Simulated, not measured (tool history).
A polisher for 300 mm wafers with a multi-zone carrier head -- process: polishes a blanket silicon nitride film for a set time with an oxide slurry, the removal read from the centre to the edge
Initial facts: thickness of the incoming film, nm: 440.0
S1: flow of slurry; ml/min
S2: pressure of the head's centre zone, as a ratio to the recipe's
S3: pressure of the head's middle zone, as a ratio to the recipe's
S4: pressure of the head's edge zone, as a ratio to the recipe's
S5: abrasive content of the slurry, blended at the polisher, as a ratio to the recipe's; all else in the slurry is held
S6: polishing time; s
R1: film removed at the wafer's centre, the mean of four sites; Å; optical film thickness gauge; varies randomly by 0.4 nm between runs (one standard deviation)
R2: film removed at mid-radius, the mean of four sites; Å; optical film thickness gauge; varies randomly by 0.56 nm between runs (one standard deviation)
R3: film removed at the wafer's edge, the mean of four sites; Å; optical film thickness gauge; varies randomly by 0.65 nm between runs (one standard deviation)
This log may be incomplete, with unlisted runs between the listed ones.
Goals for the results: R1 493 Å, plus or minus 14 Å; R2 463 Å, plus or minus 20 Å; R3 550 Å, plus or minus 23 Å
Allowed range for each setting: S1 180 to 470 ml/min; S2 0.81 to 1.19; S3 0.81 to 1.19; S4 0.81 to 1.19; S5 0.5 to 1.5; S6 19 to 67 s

Run 1, hour 0: S1 300 ml/min, S2 1, S3 1, S4 1, S5 1, S6 43 s. Result: R1 542.69 Å, R2 550.56 Å, R3 556.9 Å.
Run 2, hour 5.8: S1 295 ml/min, S2 0.99, S3 0.98, S4 1, S5 1, S6 43 s. Result: R1 536.03 Å, R2 530.67 Å, R3 555.29 Å.
Run 3, hour 9.9: S1 290 ml/min, S2 0.98, S3 0.97, S4 1, S5 1, S6 43 s. Result: R1 528.14 Å, R2 532.36 Å, R3 551.89 Å.
Run 4, hour 17.9: S1 290 ml/min, S2 0.98, S3 0.9, S4 1, S5 1, S6 43 s. Result: R1 529.32 Å, R2 499.85 Å, R3 565.83 Å.
Run 5, hour 24.6: S1 290 ml/min, S2 0.98, S3 0.9, S4 1, S5 1, S6 37 s. Result: R1 454.19 Å, R2 431.53 Å, R3 479.41 Å.
Run 6, hour 29.2: S1 295 ml/min, S2 0.98, S3 0.9, S4 1.02, S5 1, S6 37 s. Result: R1 461.6 Å, R2 433.44 Å, R3 479.92 Å.
Run 7, hour 38: S1 295 ml/min, S2 0.97, S3 0.89, S4 1.03, S5 1.05, S6 37 s. Result: R1 470.2 Å, R2 447.32 Å, R3 496.63 Å.
Run 8, hour 45.8: S1 295 ml/min, S2 0.96, S3 0.88, S4 1.05, S5 1.05, S6 37 s. Result: R1 452.5 Å, R2 445.86 Å, R3 507.05 Å.
Run 9, hour 53.7: S1 300 ml/min, S2 0.97, S3 0.88, S4 1.06, S5 1.05, S6 37 s. Result: R1 465.43 Å, R2 438.27 Å, R3 506.9 Å.

Pick the move, out of 4, that brings all results within their allowed miss; only one does.
Run A, hour 61.6: S1 300 ml/min, S2 0.96, S3 0.86, S4 1.08, S5 1.1, S6 39 s. Result: R1 ?, R2 ?, R3 ?.
Run B, hour 61.6: S1 345 ml/min, S2 1.06, S3 1.07, S4 1.04, S5 1.1, S6 36 s. Result: R1 ?, R2 ?, R3 ?.
Run C, hour 61.6: S1 310 ml/min, S2 1.01, S3 0.92, S4 1, S5 1.25, S6 35 s. Result: R1 ?, R2 ?, R3 ?.
Run D, hour 61.6: S1 325 ml/min, S2 1.02, S3 1.04, S4 0.98, S5 1.35, S6 33 s. Result: R1 ?, R2 ?, R3 ?.

move      R1      R2      R3
   A  502.35  465.25  549.47
   B  518.57  520.47     500
   C  502.18  466.89  501.48
   D  495.13   504.7  483.11
A: hits every target within its allowed miss
B: takes the result that was furthest off past its target
C: the furthest-off result lands on target, but another misses its tolerance
D: the furthest-off result lands on target, but another misses its tolerance
So the answer is move A, the one that meets all the targets.

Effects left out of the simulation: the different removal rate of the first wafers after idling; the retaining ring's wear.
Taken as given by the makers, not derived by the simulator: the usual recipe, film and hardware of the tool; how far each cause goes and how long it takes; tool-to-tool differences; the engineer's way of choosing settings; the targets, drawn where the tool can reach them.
